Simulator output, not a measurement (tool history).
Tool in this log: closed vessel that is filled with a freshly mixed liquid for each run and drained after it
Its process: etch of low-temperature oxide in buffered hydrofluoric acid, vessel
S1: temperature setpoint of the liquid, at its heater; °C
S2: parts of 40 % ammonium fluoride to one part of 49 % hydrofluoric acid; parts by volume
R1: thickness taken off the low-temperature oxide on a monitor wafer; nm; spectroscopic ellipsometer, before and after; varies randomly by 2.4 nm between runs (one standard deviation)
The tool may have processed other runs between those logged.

{"run": 1, "hour": 0.0, "S1": 22, "S2": 19.5, "time in the liquid (s)": 100, "R1": 240.67}
{"run": 2, "hour": 4.9, "S1": 23, "S2": 18, "time in the liquid (s)": 100, "R1": 275.35}
{"run": 3, "hour": 13.4, "S1": 23, "S2": 18, "time in the liquid (s)": 100, "R1": 275}
{"run": 4, "hour": 21.3, "S1": 24, "S2": 17, "time in the liquid (s)": 100, "R1": 307.31}
{"run": 5, "hour": 22.1, "S1": 24, "S2": 12.5, "time in the liquid (s)": 100, "R1": 414.7}
{"run": 6, "hour": 25.1, "S1": 24, "S2": 12.5, "time in the liquid (s)": 105, "R1": 437.47}
{"run": 7, "hour": 32.8, "S1": 24.5, "S2": 12.5, "time in the liquid (s)": 105, "R1": 448.84}

Estimate the outcome of run 8 from the log above:
{"run": 8, "hour": 37.6, "S1": 24.5, "S2": 12.5, "time in the liquid (s)": 105, "R1": "?"}

Run 8 came out at R1 449.55 nm.
